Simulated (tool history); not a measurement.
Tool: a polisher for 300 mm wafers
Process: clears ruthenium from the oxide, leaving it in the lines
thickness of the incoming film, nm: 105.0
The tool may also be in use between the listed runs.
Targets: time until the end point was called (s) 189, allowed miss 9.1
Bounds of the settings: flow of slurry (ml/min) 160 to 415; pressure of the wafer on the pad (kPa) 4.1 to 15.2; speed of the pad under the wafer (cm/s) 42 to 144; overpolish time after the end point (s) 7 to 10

run	hour	flow of slurry (ml/min)	pressure of the wafer on the pad (kPa)	speed of the pad under the wafer (cm/s)	overpolish time after the end point (s)	time until the end point was called (s)
1	0	265	9.7	92	10	142.64
2	5.5	265	9.7	108	10	124.89
3	6.2	265	8.3	106	10	147.12
4	8.3	265	7.6	106	10	153.93
5	16.8	225	7.6	106	10	155.54
6	19.9	280	7.6	106	10	152.43
7	26.5	280	6.9	106	10	162.66
8	27.9	280	6.2	106	10	184.26

5 next moves are on the table. One of them brings every result within its allowed miss. Which?
A	29.3	250	6.2	116	8	?
B	29.3	310	6.2	90	7	?
C	29.3	370	6.2	116	8	?
D	29.3	305	5.5	110	7	?
E	29.3	300	6.9	104	10	?

move	time until the end point was called (s)
A	165.38
B	206.93
C	159.26
D	186.57
E	166.09
A: further off than the last run
B: takes the result that was furthest off past its target
C: further off than the last run
D: meets every target
E: further off than the last run
The right move is D.
